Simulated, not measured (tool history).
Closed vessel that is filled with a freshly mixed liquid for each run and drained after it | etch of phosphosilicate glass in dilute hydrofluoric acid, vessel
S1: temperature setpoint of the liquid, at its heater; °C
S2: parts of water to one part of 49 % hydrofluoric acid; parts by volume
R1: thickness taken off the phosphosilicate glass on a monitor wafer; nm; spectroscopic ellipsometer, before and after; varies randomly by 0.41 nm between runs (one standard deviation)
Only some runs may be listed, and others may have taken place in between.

{"run": 1, "hour": 0.0, "S1": 23, "S2": 155, "time in the liquid (s)": 140, "R1": 47.948}
{"run": 2, "hour": 0.9, "S1": 24.5, "S2": 150, "time in the liquid (s)": 140, "R1": 51.943}
{"run": 3, "hour": 4.7, "S1": 25.5, "S2": 145, "time in the liquid (s)": 140, "R1": 56.702}
{"run": 4, "hour": 5.3, "S1": 24, "S2": 145, "time in the liquid (s)": 140, "R1": 53.488}
{"run": 5, "hour": 13.4, "S1": 25.5, "S2": 145, "time in the liquid (s)": 140, "R1": 56.601}
{"run": 6, "hour": 18.8, "S1": 23.5, "S2": 145, "time in the liquid (s)": 140, "R1": 52.465}

Run 7 comes next. What will it give?
{"run": 7, "hour": 19.4, "S1": 25, "S2": 145, "time in the liquid (s)": 140, "R1": "?"}

{"run 7": {"R1": 55.947}}
